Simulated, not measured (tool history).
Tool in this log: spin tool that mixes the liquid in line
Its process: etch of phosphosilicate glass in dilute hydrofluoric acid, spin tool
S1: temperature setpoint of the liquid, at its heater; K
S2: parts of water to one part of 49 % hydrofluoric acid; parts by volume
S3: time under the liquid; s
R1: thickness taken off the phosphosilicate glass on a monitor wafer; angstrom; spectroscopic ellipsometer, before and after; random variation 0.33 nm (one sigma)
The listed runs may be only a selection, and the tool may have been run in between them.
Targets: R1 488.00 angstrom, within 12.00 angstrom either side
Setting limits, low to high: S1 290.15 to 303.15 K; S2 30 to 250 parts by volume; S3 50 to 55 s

run 1 hour=0.0 | S1=295.15 S2=140 S3=50 | R1=274.21
run 2 hour=2.3 | S1=297.65 S2=130 S3=50 | R1=329.21
run 3 hour=4.6 | S1=297.65 S2=160 S3=50 | R1=259.00
run 4 hour=12.8 | S1=297.65 S2=160 S3=50 | R1=258.00
run 5 hour=20.1 | S1=297.65 S2=120 S3=50 | R1=366.76
run 6 hour=25.1 | S1=297.65 S2=70 S3=50 | R1=656.79
run 7 hour=31.1 | S1=295.65 S2=70 S3=50 | R1=611.73
run 8 hour=39.2 | S1=294.15 S2=70 S3=50 | R1=568.65

Which one of the following 5 next-run settings gets every result inside its allowed miss? There is exactly one.
run A hour=47.3 | S1=295.15 S2=80 S3=50 | R1=?
run B hour=47.3 | S1=295.65 S2=80 S3=50 | R1=?
run C hour=47.3 | S1=293.65 S2=75 S3=50 | R1=?
run D hour=47.3 | S1=290.15 S2=65 S3=50 | R1=?
run E hour=47.3 | S1=295.15 S2=85 S3=50 | R1=?

move=A R1=516.19
move=B R1=526.72
move=C R1=521.06
move=D R1=525.26
move=E R1=482.83
A: an improvement on the last run, though not all results are within tolerance
B: an improvement on the last run, though not all results are within tolerance
C: an improvement on the last run, though not all results are within tolerance
D: an improvement on the last run, though not all results are within tolerance
E: every result lands within tolerance
E is the move that brings every result within its allowed miss.
